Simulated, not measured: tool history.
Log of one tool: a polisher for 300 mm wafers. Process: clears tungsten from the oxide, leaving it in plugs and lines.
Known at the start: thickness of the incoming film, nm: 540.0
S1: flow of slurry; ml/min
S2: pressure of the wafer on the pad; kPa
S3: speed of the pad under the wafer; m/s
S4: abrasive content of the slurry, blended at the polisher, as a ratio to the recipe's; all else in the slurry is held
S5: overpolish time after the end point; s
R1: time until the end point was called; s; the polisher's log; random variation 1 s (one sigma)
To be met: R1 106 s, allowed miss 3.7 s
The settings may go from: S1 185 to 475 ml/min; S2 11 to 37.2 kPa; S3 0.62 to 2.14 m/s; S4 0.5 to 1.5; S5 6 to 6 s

run,hour,S1,S2,S3,S4,S5,R1
1,0,305,24.1,1.38,1,6,81.735
2,4.5,305,24.1,1.38,1.15,6,79.126
3,7.6,305,24.1,1.38,1.15,6,78.51
4,14.2,305,26.9,1.38,1.15,6,70.742
5,21.3,305,26.9,1.38,1.05,6,72.298
6,22.4,305,26.9,1.38,1.05,6,70.773
7,29.5,305,25.5,1.38,1.05,6,77.25
8,34.7,305,24.1,1.38,1.05,6,79.377
9,39.2,305,22.8,1.38,1.05,6,84.679
10,40.3,305,22.1,1.38,1.05,6,86.511
11,45.9,305,21.4,1.38,1.05,6,88.42
12,48.1,305,20.7,1.38,1.05,6,92.608

4 next moves are on the table. One of them brings every result within its allowed miss. Which?
A,50.3,250,17.9,1.24,1.15,6,?
B,50.3,305,22.8,1.5,1.3,6,?
C,50.3,405,17.9,1.38,1.05,6,?
D,50.3,310,26.2,1.12,1.05,6,?

move,R1
A,112.89
B,75.992
C,104.06
D,83.037
A: takes the result that was furthest off past its target
B: further off than the last run
C: meets every target
D: further off than the last run
Move C is the one to make.
